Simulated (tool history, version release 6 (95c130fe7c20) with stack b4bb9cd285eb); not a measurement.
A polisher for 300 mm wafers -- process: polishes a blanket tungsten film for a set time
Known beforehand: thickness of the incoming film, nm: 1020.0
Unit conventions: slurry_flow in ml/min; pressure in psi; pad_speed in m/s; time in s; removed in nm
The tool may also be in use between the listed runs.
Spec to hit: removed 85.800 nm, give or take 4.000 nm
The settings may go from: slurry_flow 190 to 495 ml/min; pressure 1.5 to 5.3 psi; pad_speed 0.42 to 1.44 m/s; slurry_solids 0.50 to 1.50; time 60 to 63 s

{"run": 1, "hour": 0.0, "slurry_flow": 320, "pressure": 3.4, "pad_speed": 0.92, "slurry_solids": 1.0, "time": 60, "removed": 202.02}
{"run": 2, "hour": 7.7, "slurry_flow": 320, "pressure": 2.9, "pad_speed": 0.86, "slurry_solids": 1.0, "time": 60, "removed": 168.98}
{"run": 3, "hour": 9.7, "slurry_flow": 260, "pressure": 2.9, "pad_speed": 0.86, "slurry_solids": 1.0, "time": 60, "removed": 166.79}
{"run": 4, "hour": 14.0, "slurry_flow": 260, "pressure": 2.6, "pad_speed": 0.78, "slurry_solids": 1.0, "time": 60, "removed": 134.54}
{"run": 5, "hour": 19.1, "slurry_flow": 260, "pressure": 2.3, "pad_speed": 0.76, "slurry_solids": 1.0, "time": 60, "removed": 117.31}
{"run": 6, "hour": 24.1, "slurry_flow": 230, "pressure": 2.3, "pad_speed": 0.76, "slurry_solids": 1.0, "time": 60, "removed": 115.22}
{"run": 7, "hour": 30.0, "slurry_flow": 230, "pressure": 2.1, "pad_speed": 0.76, "slurry_solids": 1.0, "time": 60, "removed": 105.56}
{"run": 8, "hour": 38.1, "slurry_flow": 230, "pressure": 2.0, "pad_speed": 0.76, "slurry_solids": 1.0, "time": 60, "removed": 101.72}
{"run": 9, "hour": 44.6, "slurry_flow": 230, "pressure": 1.9, "pad_speed": 0.76, "slurry_solids": 1.0, "time": 60, "removed": 97.682}
{"run": 10, "hour": 51.2, "slurry_flow": 230, "pressure": 1.8, "pad_speed": 0.76, "slurry_solids": 1.0, "time": 60, "removed": 92.38}

Which of these 5 next moves meets every target?
{"run": "A", "hour": 57.8, "slurry_flow": 190, "pressure": 1.5, "pad_speed": 0.8, "slurry_solids": 0.85, "time": 60, "removed": "?"}
{"run": "B", "hour": 57.8, "slurry_flow": 190, "pressure": 3.1, "pad_speed": 0.46, "slurry_solids": 1.1, "time": 60, "removed": "?"}
{"run": "C", "hour": 57.8, "slurry_flow": 215, "pressure": 1.8, "pad_speed": 0.74, "slurry_solids": 0.95, "time": 60, "removed": "?"}
{"run": "D", "hour": 57.8, "slurry_flow": 190, "pressure": 1.6, "pad_speed": 0.76, "slurry_solids": 0.9, "time": 60, "removed": "?"}
{"run": "E", "hour": 57.8, "slurry_flow": 190, "pressure": 1.5, "pad_speed": 0.76, "slurry_solids": 1.0, "time": 60, "removed": "?"}

move=A removed=73.967
move=B removed=93.437
move=C removed=84.957
move=D removed=75.964
move=E removed=73.599
A: pushes the last run's worst result past its target
B: moves away from the targets compared with the last run
C: each result inside its tolerance
D: pushes the last run's worst result past its target
E: pushes the last run's worst result past its target
Correct choice: C, which meets every target

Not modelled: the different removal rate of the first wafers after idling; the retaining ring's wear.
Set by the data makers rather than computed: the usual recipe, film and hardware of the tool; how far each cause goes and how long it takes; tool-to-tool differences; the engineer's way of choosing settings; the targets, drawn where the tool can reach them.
